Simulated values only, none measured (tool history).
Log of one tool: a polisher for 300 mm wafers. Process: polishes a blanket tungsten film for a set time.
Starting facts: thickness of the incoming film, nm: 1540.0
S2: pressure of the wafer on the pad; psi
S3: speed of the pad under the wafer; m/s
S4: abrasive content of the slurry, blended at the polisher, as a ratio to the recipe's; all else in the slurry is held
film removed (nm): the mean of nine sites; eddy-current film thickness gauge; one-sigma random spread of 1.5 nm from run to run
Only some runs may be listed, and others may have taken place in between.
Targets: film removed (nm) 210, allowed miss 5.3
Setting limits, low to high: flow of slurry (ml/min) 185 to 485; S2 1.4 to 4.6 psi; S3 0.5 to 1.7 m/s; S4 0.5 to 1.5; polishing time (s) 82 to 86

Run 1, hour 0: flow of slurry (ml/min) 310, S2 3 psi, S3 1.1 m/s, S4 1, polishing time (s) 82. Result: film removed (nm) 270.99.
Run 2, hour 3.2: flow of slurry (ml/min) 310, S2 3.6 psi, S3 1.1 m/s, S4 1, polishing time (s) 82. Result: film removed (nm) 328.97.
Run 3, hour 6.3: flow of slurry (ml/min) 310, S2 2.9 psi, S3 1.1 m/s, S4 1, polishing time (s) 82. Result: film removed (nm) 266.72.
Run 4, hour 8.9: flow of slurry (ml/min) 310, S2 3.2 psi, S3 1.1 m/s, S4 1, polishing time (s) 82. Result: film removed (nm) 295.72.
Run 5, hour 11: flow of slurry (ml/min) 345, S2 3.2 psi, S3 1.1 m/s, S4 1, polishing time (s) 82. Result: film removed (nm) 294.98.
Run 6, hour 16.4: flow of slurry (ml/min) 345, S2 3.2 psi, S3 0.92 m/s, S4 1, polishing time (s) 82. Result: film removed (nm) 255.94.
Run 7, hour 25.3: flow of slurry (ml/min) 340, S2 3.1 psi, S3 0.92 m/s, S4 1, polishing time (s) 82. Result: film removed (nm) 246.04.
Run 8, hour 27.6: flow of slurry (ml/min) 335, S2 3 psi, S3 0.92 m/s, S4 1, polishing time (s) 82. Result: film removed (nm) 234.77.

Pick the move, out of 4, that brings all results within their allowed miss; only one does.
Run A, hour 29.9: flow of slurry (ml/min) 430, S2 2 psi, S3 1.16 m/s, S4 1.3, polishing time (s) 82. Result: film removed (nm) ?.
Run B, hour 29.9: flow of slurry (ml/min) 395, S2 3.1 psi, S3 0.88 m/s, S4 1.05, polishing time (s) 83. Result: film removed (nm) ?.
Run C, hour 29.9: flow of slurry (ml/min) 315, S2 3.9 psi, S3 0.76 m/s, S4 0.8, polishing time (s) 83. Result: film removed (nm) ?.
Run D, hour 29.9: flow of slurry (ml/min) 350, S2 2 psi, S3 1.14 m/s, S4 1, polishing time (s) 84. Result: film removed (nm) ?.

move  film removed (nm)
   A             212.49
   B             245.33
   C             251.12
   D             198.31
A: hits every target within its allowed miss
B: its largest miss is bigger than the last run's
C: its largest miss is bigger than the last run's
D: carries the result that was furthest off beyond its target, to the other side
Move A is the one to make.

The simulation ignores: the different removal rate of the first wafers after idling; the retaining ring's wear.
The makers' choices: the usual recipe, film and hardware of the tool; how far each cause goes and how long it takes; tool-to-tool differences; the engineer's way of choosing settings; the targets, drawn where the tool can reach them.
